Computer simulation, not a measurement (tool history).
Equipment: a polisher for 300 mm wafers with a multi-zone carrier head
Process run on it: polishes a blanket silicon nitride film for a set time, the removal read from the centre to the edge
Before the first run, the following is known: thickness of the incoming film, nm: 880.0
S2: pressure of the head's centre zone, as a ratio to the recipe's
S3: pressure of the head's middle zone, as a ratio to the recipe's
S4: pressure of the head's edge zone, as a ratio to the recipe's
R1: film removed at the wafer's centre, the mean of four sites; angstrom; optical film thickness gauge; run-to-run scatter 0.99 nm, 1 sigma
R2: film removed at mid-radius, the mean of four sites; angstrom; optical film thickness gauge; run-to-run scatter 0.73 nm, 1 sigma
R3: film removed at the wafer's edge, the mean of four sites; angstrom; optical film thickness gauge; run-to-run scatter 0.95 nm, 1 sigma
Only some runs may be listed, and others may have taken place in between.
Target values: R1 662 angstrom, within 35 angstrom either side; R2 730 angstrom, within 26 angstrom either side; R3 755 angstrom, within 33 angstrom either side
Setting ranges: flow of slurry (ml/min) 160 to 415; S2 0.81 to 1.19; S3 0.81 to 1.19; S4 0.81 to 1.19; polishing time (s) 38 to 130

{"run": 1, "hour": 0.0, "flow of slurry (ml/min)": 265, "S2": 1, "S3": 1, "S4": 1, "polishing time (s)": 84, "R1": 899.18, "R2": 930.62, "R3": 913.7}
{"run": 2, "hour": 6.3, "flow of slurry (ml/min)": 260, "S2": 0.98, "S3": 0.98, "S4": 0.99, "polishing time (s)": 82, "R1": 830.29, "R2": 897.01, "R3": 889.26}
{"run": 3, "hour": 12.5, "flow of slurry (ml/min)": 260, "S2": 0.98, "S3": 0.96, "S4": 0.98, "polishing time (s)": 80, "R1": 844.7, "R2": 871.09, "R3": 876.27}
{"run": 4, "hour": 18.3, "flow of slurry (ml/min)": 260, "S2": 0.97, "S3": 0.95, "S4": 0.98, "polishing time (s)": 78, "R1": 799.82, "R2": 832.67, "R3": 828.53}
{"run": 5, "hour": 24.4, "flow of slurry (ml/min)": 260, "S2": 0.97, "S3": 0.95, "S4": 0.95, "polishing time (s)": 78, "R1": 806.71, "R2": 844.85, "R3": 832.56}
{"run": 6, "hour": 26.2, "flow of slurry (ml/min)": 260, "S2": 0.95, "S3": 0.94, "S4": 0.95, "polishing time (s)": 77, "R1": 748.73, "R2": 809.98, "R3": 821.05}
{"run": 7, "hour": 31.8, "flow of slurry (ml/min)": 260, "S2": 0.95, "S3": 0.93, "S4": 0.94, "polishing time (s)": 76, "R1": 763.98, "R2": 809.87, "R3": 787.2}
{"run": 8, "hour": 36.5, "flow of slurry (ml/min)": 255, "S2": 0.94, "S3": 0.92, "S4": 0.95, "polishing time (s)": 76, "R1": 747.22, "R2": 804.55, "R3": 804.66}

Exercise: of the 5 proposed moves below, exactly one satisfies all targets within the stated allowed misses. Which move is it?
{"run": "A", "hour": 41.2, "flow of slurry (ml/min)": 265, "S2": 1.02, "S3": 0.99, "S4": 0.88, "polishing time (s)": 76, "R1": "?", "R2": "?", "R3": "?"}
{"run": "B", "hour": 41.2, "flow of slurry (ml/min)": 230, "S2": 1.02, "S3": 0.91, "S4": 0.98, "polishing time (s)": 69, "R1": "?", "R2": "?", "R3": "?"}
{"run": "C", "hour": 41.2, "flow of slurry (ml/min)": 160, "S2": 0.93, "S3": 0.91, "S4": 0.95, "polishing time (s)": 77, "R1": "?", "R2": "?", "R3": "?"}
{"run": "D", "hour": 41.2, "flow of slurry (ml/min)": 355, "S2": 1.19, "S3": 0.87, "S4": 0.85, "polishing time (s)": 69, "R1": "?", "R2": "?", "R3": "?"}
{"run": "E", "hour": 41.2, "flow of slurry (ml/min)": 260, "S2": 0.84, "S3": 1.14, "S4": 0.86, "polishing time (s)": 73, "R1": "?", "R2": "?", "R3": "?"}

move=A R1=796.09 R2=835.85 R3=793.57
move=B R1=703.13 R2=700.79 R3=744.92
move=C R1=653.16 R2=722.51 R3=774.39
move=D R1=882.37 R2=725.79 R3=731.83
move=E R1=627.08 R2=881.99 R3=751.48
A: moves away from the targets compared with the last run
B: pushes the last run's worst result past its target
C: meets every target
D: brings the result that was furthest off to its target, and leaves another outside
E: moves away from the targets compared with the last run
Correct choice: C, which meets every target

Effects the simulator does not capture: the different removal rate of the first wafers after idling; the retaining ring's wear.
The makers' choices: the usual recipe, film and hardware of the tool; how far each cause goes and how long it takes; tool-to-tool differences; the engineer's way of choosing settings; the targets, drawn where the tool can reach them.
